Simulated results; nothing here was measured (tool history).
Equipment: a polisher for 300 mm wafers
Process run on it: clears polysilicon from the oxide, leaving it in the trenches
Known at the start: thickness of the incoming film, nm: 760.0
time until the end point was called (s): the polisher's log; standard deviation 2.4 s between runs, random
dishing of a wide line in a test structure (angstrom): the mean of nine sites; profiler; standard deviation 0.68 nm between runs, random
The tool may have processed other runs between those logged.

run	hour	flow of slurry (ml/min)	pressure of the wafer on the pad (kPa)	speed of the pad under the wafer (m/s)	overpolish time after the end point (s)	time until the end point was called (s)	dishing of a wide line in a test structure (angstrom)
1	0.0	185	11.7	0.78	16	94.475	587.77
2	2.6	185	10.3	0.74	15	107.030	536.24
3	7.9	185	10.3	0.74	20	108.620	590.89
4	11.0	225	10.3	0.74	20	105.110	593.24
5	18.6	225	8.3	0.74	20	128.210	568.37
6	24.3	225	7.6	0.72	18	137.960	532.15
7	30.7	215	5.5	0.58	13	213.810	361.83
8	33.0	215	5.5	0.58	15	213.390	384.15
9	35.4	215	5.5	0.58	16	219.860	401.62

Expected results for the next run?
10	42.4	220	5.5	0.58	17	?	?

Logged for run 10: time until the end point was called (s) 214.820, dishing of a wide line in a test structure (angstrom) 432.57.

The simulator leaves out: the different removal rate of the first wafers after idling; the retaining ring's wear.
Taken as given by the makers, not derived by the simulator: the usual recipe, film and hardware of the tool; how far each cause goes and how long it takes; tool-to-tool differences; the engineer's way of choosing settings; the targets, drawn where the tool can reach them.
